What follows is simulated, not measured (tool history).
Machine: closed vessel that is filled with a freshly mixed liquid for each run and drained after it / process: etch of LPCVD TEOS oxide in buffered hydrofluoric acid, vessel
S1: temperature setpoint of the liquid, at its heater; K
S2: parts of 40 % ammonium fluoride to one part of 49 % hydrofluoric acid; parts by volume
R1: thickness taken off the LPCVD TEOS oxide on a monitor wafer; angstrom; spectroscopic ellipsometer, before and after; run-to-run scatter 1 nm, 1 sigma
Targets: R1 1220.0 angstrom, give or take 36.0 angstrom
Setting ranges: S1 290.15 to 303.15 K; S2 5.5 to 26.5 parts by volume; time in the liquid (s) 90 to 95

{"run": 1, "hour": 0.0, "S1": 295.15, "S2": 16.0, "time in the liquid (s)": 90, "R1": 1655.2}
{"run": 2, "hour": 8.6, "S1": 295.15, "S2": 16.0, "time in the liquid (s)": 90, "R1": 1635.6}
{"run": 3, "hour": 17.8, "S1": 295.15, "S2": 14.0, "time in the liquid (s)": 90, "R1": 1881.0}
{"run": 4, "hour": 24.9, "S1": 298.15, "S2": 14.0, "time in the liquid (s)": 90, "R1": 2209.4}
{"run": 5, "hour": 26.1, "S1": 296.15, "S2": 14.5, "time in the liquid (s)": 90, "R1": 1934.4}
{"run": 6, "hour": 27.3, "S1": 294.65, "S2": 15.0, "time in the liquid (s)": 90, "R1": 1691.4}
{"run": 7, "hour": 29.0, "S1": 293.65, "S2": 15.5, "time in the liquid (s)": 90, "R1": 1556.9}
{"run": 8, "hour": 33.0, "S1": 292.65, "S2": 15.5, "time in the liquid (s)": 90, "R1": 1477.1}
{"run": 9, "hour": 36.9, "S1": 292.15, "S2": 15.5, "time in the liquid (s)": 90, "R1": 1433.3}
{"run": 10, "hour": 42.2, "S1": 291.65, "S2": 15.5, "time in the liquid (s)": 90, "R1": 1412.0}
{"run": 11, "hour": 43.8, "S1": 291.15, "S2": 16.0, "time in the liquid (s)": 90, "R1": 1326.8}

Of the 5 settings listed for the next run, only one would bring every result within its allowed miss of target. Which one?
{"run": "A", "hour": 45.4, "S1": 290.15, "S2": 18.0, "time in the liquid (s)": 95, "R1": "?"}
{"run": "B", "hour": 45.4, "S1": 290.15, "S2": 17.5, "time in the liquid (s)": 90, "R1": "?"}
{"run": "C", "hour": 45.4, "S1": 292.15, "S2": 17.0, "time in the liquid (s)": 95, "R1": "?"}
{"run": "D", "hour": 45.4, "S1": 290.15, "S2": 17.5, "time in the liquid (s)": 95, "R1": "?"}
{"run": "E", "hour": 45.4, "S1": 293.15, "S2": 16.5, "time in the liquid (s)": 95, "R1": "?"}

move=A R1=1163.8
move=B R1=1133.6
move=C R1=1379.6
move=D R1=1196.6
move=E R1=1503.1
A: takes the biggest miss from the last run beyond its target
B: takes the biggest miss from the last run beyond its target
C: the biggest miss grows against the last run
D: every result lands within tolerance
E: the biggest miss grows against the last run
D meets every target.
